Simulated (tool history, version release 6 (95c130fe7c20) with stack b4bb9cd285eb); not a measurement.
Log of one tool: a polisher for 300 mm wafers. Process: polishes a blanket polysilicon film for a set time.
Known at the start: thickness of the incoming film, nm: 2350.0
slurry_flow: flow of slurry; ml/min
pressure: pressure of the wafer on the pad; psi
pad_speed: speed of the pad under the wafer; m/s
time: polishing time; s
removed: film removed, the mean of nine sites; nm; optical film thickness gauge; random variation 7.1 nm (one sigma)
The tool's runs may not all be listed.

run  hour  slurry_flow  pressure  pad_speed  time  removed
  1   0.0          305       3.4       1.04    37   337.56
  2   5.0          240       3.4       1.04    37   333.21
  3  13.2          240       3.4       1.04    34   311.84
  4  21.6          190       3.4       1.04    34   303.93
  5  29.1          190       3.6       1.04    34   315.24
  6  37.2          185       3.6       1.04    34   324.27
  7  38.0          185       4.6       1.08    34   421.51
  8  44.0          185       4.7       1.08    34   430.81
  9  52.9          185       4.8       1.08    34   422.46

Run 10 comes next. What will it give?
 10  56.0          185       4.9       1.10    34        ?

removed: 447.51 nm

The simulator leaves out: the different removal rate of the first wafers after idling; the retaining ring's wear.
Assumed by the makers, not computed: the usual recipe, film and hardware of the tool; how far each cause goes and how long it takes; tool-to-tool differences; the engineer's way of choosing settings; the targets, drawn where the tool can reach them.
